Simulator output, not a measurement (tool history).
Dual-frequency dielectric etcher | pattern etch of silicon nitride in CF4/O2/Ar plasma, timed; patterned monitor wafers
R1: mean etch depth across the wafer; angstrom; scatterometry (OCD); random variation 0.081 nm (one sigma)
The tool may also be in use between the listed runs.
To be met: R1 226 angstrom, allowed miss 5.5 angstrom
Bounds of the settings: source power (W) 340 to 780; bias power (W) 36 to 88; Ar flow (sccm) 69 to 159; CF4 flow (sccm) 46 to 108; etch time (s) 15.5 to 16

Run 1, day 0: source power (W) 560, bias power (W) 62, Ar flow (sccm) 114, CF4 flow (sccm) 77, etch time (s) 15.5. Result: R1 324.07 angstrom.
Run 2, day 0.321: source power (W) 560, bias power (W) 62, Ar flow (sccm) 114, CF4 flow (sccm) 77, etch time (s) 16. Result: R1 335.9 angstrom.
Run 3, day 0.417: source power (W) 520, bias power (W) 60, Ar flow (sccm) 115, CF4 flow (sccm) 77, etch time (s) 16. Result: R1 310.73 angstrom.
Run 4, day 0.483: source power (W) 490, bias power (W) 59, Ar flow (sccm) 115, CF4 flow (sccm) 77, etch time (s) 16. Result: R1 290.9 angstrom.
Run 5, day 0.833: source power (W) 470, bias power (W) 59, Ar flow (sccm) 115, CF4 flow (sccm) 77, etch time (s) 16. Result: R1 281.91 angstrom.
Run 6, day 1.046: source power (W) 450, bias power (W) 59, Ar flow (sccm) 115, CF4 flow (sccm) 77, etch time (s) 16. Result: R1 272.07 angstrom.
Run 7, day 1.396: source power (W) 340, bias power (W) 56, Ar flow (sccm) 116, CF4 flow (sccm) 76, etch time (s) 16. Result: R1 210.05 angstrom.
Run 8, day 1.508: source power (W) 350, bias power (W) 56, Ar flow (sccm) 116, CF4 flow (sccm) 76, etch time (s) 16. Result: R1 215.81 angstrom.
Run 9, day 1.65: source power (W) 360, bias power (W) 56, Ar flow (sccm) 116, CF4 flow (sccm) 76, etch time (s) 16. Result: R1 219.44 angstrom.

5 next moves are on the table. One of them brings every result within its allowed miss. Which?
Run A, day 1.792: source power (W) 380, bias power (W) 55, Ar flow (sccm) 101, CF4 flow (sccm) 64, etch time (s) 16. Result: R1 ?.
Run B, day 1.792: source power (W) 350, bias power (W) 55, Ar flow (sccm) 103, CF4 flow (sccm) 79, etch time (s) 16. Result: R1 ?.
Run C, day 1.792: source power (W) 350, bias power (W) 55, Ar flow (sccm) 106, CF4 flow (sccm) 73, etch time (s) 16. Result: R1 ?.
Run D, day 1.792: source power (W) 340, bias power (W) 58, Ar flow (sccm) 113, CF4 flow (sccm) 72, etch time (s) 16. Result: R1 ?.
Run E, day 1.792: source power (W) 360, bias power (W) 56, Ar flow (sccm) 109, CF4 flow (sccm) 78, etch time (s) 15.5. Result: R1 ?.

move      R1
   A  224.89
   B  215.65
   C  212.91
   D  213.88
   E  214.43
A: meets every target
B: further off than the last run
C: further off than the last run
D: further off than the last run
E: further off than the last run
Move A is the one to make.
